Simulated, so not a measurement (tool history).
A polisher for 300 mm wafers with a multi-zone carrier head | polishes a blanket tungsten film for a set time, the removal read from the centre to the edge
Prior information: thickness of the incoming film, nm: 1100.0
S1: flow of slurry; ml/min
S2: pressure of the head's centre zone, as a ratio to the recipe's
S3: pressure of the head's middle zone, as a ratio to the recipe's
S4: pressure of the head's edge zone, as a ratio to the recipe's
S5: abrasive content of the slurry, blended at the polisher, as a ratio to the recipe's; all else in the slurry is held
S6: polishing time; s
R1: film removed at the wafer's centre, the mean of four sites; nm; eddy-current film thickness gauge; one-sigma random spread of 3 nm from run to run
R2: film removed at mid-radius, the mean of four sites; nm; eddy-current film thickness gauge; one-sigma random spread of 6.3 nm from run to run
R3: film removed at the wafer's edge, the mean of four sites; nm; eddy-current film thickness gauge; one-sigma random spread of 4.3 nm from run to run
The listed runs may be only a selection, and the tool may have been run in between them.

run 1 day=0.000 | S1=160 S2=1.00 S3=1.00 S4=1.00 S5=1.00 S6=65 | R1=379.90 R2=371.34 R3=370.73
run 2 day=0.333 | S1=160 S2=1.04 S3=1.00 S4=1.00 S5=1.00 S6=65 | R1=393.57 R2=369.18 R3=375.26
run 3 day=0.567 | S1=160 S2=1.03 S3=1.00 S4=1.02 S5=1.05 S6=67 | R1=410.92 R2=387.96 R3=388.65
run 4 day=0.704 | S1=160 S2=1.01 S3=0.99 S4=1.04 S5=1.10 S6=69 | R1=414.77 R2=389.26 R3=411.89
run 5 day=0.808 | S1=160 S2=1.01 S3=0.99 S4=0.99 S5=1.10 S6=69 | R1=417.74 R2=392.59 R3=402.84
run 6 day=1.183 | S1=140 S2=1.01 S3=0.99 S4=0.99 S5=1.10 S6=69 | R1=402.83 R2=388.85 R3=390.74
run 7 day=1.558 | S1=150 S2=1.00 S3=1.00 S4=1.01 S5=1.15 S6=70 | R1=413.51 R2=397.14 R3=407.56
run 8 day=1.671 | S1=155 S2=0.99 S3=1.01 S4=1.03 S5=1.20 S6=71 | R1=422.54 R2=408.17 R3=422.40
run 9 day=1.762 | S1=160 S2=0.98 S3=1.02 S4=1.05 S5=1.25 S6=72 | R1=427.27 R2=429.74 R3=440.63
run 10 day=2.129 | S1=165 S2=0.98 S3=1.02 S4=1.06 S5=1.30 S6=72 | R1=437.69 R2=439.53 R3=451.27

What will run 11 give?
run 11 day=2.412 | S1=170 S2=0.97 S3=1.02 S4=1.07 S5=1.30 S6=72 | R1=? R2=? R3=?

Run 11 came out at R1 434.37 nm, R2 445.02 nm, R3 453.19 nm.
